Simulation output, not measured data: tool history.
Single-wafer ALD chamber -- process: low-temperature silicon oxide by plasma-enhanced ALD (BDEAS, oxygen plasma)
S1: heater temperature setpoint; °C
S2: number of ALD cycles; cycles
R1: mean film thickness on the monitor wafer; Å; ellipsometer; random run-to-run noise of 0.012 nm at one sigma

run 1 day=0.000 | S1=110 S2=38 | R1=56.985
run 2 day=0.350 | S1=112 S2=37 | R1=55.414
run 3 day=0.550 | S1=112 S2=40 | R1=59.842
run 4 day=0.912 | S1=114 S2=39 | R1=58.075
run 5 day=1.042 | S1=116 S2=38 | R1=56.347
run 6 day=1.312 | S1=124 S2=38 | R1=55.910

Run 7, settings as shown, results not yet in. Your forecast:
run 7 day=1.375 | S1=124 S2=37 | R1=?

R1: 54.228 Å
